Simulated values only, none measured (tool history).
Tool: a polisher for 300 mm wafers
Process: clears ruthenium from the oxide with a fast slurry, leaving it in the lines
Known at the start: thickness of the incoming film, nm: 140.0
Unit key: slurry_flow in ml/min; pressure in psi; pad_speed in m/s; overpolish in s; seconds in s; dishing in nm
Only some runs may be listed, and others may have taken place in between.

run    day  slurry_flow  pressure  pad_speed  slurry_solids  overpolish  seconds  dishing
  1  0.000          305       1.9       0.98            1.0          25   54.257   53.464
  2  0.275          305       1.9       0.88            1.0          25   58.011   48.564
  3  0.392          305       1.9       1.10            1.0          25   46.613   59.466
  4  0.733          375       1.9       1.10            1.0          25   47.366   59.280
  5  1.046          375       1.9       1.10            1.0          33   46.301   76.656
  6  1.129          375       2.3       1.10            1.0          33   37.323   88.656
  7  1.233          375       2.2       1.10            1.0          34   40.214   88.773

Expected results for the next run?
  8  1.412          375       1.9       1.10            1.0          38        ?        ?

Run 8 measured seconds 47.355 s, dishing 85.368 nm.

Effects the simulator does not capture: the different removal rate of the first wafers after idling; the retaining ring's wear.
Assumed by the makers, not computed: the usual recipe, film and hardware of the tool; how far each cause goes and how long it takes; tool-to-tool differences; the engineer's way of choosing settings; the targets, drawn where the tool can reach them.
